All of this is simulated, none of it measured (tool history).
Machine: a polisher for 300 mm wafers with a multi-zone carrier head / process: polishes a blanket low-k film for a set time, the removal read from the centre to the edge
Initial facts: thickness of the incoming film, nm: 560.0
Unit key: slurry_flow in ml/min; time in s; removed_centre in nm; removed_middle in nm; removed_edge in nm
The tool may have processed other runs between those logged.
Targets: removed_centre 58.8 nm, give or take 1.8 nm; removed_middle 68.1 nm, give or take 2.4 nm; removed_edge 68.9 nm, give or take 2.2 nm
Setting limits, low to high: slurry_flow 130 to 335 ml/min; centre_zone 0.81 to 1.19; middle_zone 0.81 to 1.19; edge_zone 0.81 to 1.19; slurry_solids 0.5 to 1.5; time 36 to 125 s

{"run": 1, "day": 0.0, "slurry_flow": 215, "centre_zone": 1, "middle_zone": 1, "edge_zone": 1, "slurry_solids": 1, "time": 80, "removed_centre": 42.793, "removed_middle": 42.381, "removed_edge": 41.613}
{"run": 2, "day": 0.096, "slurry_flow": 215, "centre_zone": 1, "middle_zone": 1, "edge_zone": 1, "slurry_solids": 1, "time": 63, "removed_centre": 33.561, "removed_middle": 33.084, "removed_edge": 33.032}
{"run": 3, "day": 0.212, "slurry_flow": 215, "centre_zone": 1, "middle_zone": 0.94, "edge_zone": 1, "slurry_solids": 1, "time": 63, "removed_centre": 33.334, "removed_middle": 31.818, "removed_edge": 33.136}
{"run": 4, "day": 0.562, "slurry_flow": 215, "centre_zone": 1, "middle_zone": 0.89, "edge_zone": 1, "slurry_solids": 1, "time": 63, "removed_centre": 33.688, "removed_middle": 29.769, "removed_edge": 33.121}
{"run": 5, "day": 0.717, "slurry_flow": 215, "centre_zone": 0.97, "middle_zone": 0.94, "edge_zone": 1.05, "slurry_solids": 1.15, "time": 73, "removed_centre": 39.371, "removed_middle": 38.536, "removed_edge": 41.191}
{"run": 6, "day": 1.075, "slurry_flow": 215, "centre_zone": 0.97, "middle_zone": 1, "edge_zone": 1.05, "slurry_solids": 1.15, "time": 73, "removed_centre": 39.946, "removed_middle": 40.31, "removed_edge": 40.515}
{"run": 7, "day": 1.362, "slurry_flow": 225, "centre_zone": 0.87, "middle_zone": 1.05, "edge_zone": 1.15, "slurry_solids": 1.4, "time": 95, "removed_centre": 50.057, "removed_middle": 59.459, "removed_edge": 59.974}
{"run": 8, "day": 1.538, "slurry_flow": 235, "centre_zone": 0.88, "middle_zone": 1.05, "edge_zone": 1.16, "slurry_solids": 1.45, "time": 97, "removed_centre": 51.788, "removed_middle": 62.001, "removed_edge": 63.108}
{"run": 9, "day": 1.812, "slurry_flow": 245, "centre_zone": 0.96, "middle_zone": 1.08, "edge_zone": 1.19, "slurry_solids": 1.5, "time": 102, "removed_centre": 61.557, "removed_middle": 66.805, "removed_edge": 67.265}

Next run, 5 choices. One meets every target within its allowed miss, the rest don't. Which?
{"run": "A", "day": 2.088, "slurry_flow": 245, "centre_zone": 0.86, "middle_zone": 1.07, "edge_zone": 1.19, "slurry_solids": 1.4, "time": 106, "removed_centre": "?", "removed_middle": "?", "removed_edge": "?"}
{"run": "B", "day": 2.088, "slurry_flow": 260, "centre_zone": 0.92, "middle_zone": 0.97, "edge_zone": 1.19, "slurry_solids": 1.5, "time": 112, "removed_centre": "?", "removed_middle": "?", "removed_edge": "?"}
{"run": "C", "day": 2.088, "slurry_flow": 270, "centre_zone": 0.85, "middle_zone": 1.08, "edge_zone": 1.06, "slurry_solids": 1.5, "time": 109, "removed_centre": "?", "removed_middle": "?", "removed_edge": "?"}
{"run": "D", "day": 2.088, "slurry_flow": 275, "centre_zone": 0.92, "middle_zone": 1.07, "edge_zone": 1.15, "slurry_solids": 1.3, "time": 116, "removed_centre": "?", "removed_middle": "?", "removed_edge": "?"}
{"run": "E", "day": 2.088, "slurry_flow": 150, "centre_zone": 0.94, "middle_zone": 1.11, "edge_zone": 1.19, "slurry_solids": 1.45, "time": 110, "removed_centre": "?", "removed_middle": "?", "removed_edge": "?"}

move=A removed_centre=54.581 removed_middle=68.443 removed_edge=68.53
move=B removed_centre=63.581 removed_middle=68.755 removed_edge=74.534
move=C removed_centre=57.45 removed_middle=73.371 removed_edge=68.503
move=D removed_centre=63.342 removed_middle=74.073 removed_edge=72.636
move=E removed_centre=57.128 removed_middle=68.145 removed_edge=67.658
A: pushes the last run's worst result past its target
B: misses by more than the last run did
C: brings the last run's worst result on target, with another outside its allowed miss
D: misses by more than the last run did
E: all results in spec
So the answer is move E, the one that meets all the targets.
